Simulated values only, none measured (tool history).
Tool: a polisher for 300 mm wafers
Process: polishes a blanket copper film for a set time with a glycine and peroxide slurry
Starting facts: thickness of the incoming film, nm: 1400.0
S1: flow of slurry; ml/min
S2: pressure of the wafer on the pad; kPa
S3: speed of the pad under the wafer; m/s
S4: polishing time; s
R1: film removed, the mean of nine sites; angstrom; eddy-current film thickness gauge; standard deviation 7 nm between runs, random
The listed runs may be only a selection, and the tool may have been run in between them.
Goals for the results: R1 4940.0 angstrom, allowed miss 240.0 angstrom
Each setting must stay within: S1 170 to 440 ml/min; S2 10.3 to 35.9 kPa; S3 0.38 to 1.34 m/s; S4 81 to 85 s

| run | hour | S1 | S2 | S3 | S4 | R1 |
|---|---|---|---|---|---|---|
| 1 | 0.0 | 280 | 22.8 | 0.86 | 81 | 3968.9 |
| 2 | 5.5 | 280 | 19.3 | 0.86 | 81 | 3499.4 |
| 3 | 13.3 | 280 | 22.1 | 0.88 | 81 | 3890.3 |
| 4 | 14.3 | 230 | 22.1 | 0.88 | 81 | 3833.1 |
| 5 | 23.0 | 185 | 22.1 | 0.88 | 81 | 3938.4 |
| 6 | 29.6 | 185 | 22.1 | 0.88 | 81 | 3829.7 |
| 7 | 36.4 | 185 | 24.1 | 0.88 | 81 | 4100.7 |
| 8 | 43.0 | 185 | 25.5 | 0.88 | 81 | 4365.5 |

4 candidate next runs follow, results not yet known. Just one meets every target within its allowed miss. Identify it.
| A | 49.6 | 205 | 24.1 | 0.90 | 84 | ? |
| B | 49.6 | 185 | 33.8 | 0.82 | 84 | ? |
| C | 49.6 | 170 | 29.0 | 0.90 | 83 | ? |
| D | 49.6 | 190 | 25.5 | 0.80 | 85 | ? |

| move | R1 |
|---|---|
| A | 4252.8 |
| B | 5256.9 |
| C | 4797.9 |
| D | 4118.2 |
A: further off than the last run
B: carries the result that was furthest off beyond its target, to the other side
C: hits every target within its allowed miss
D: further off than the last run
Move C is the one to make.
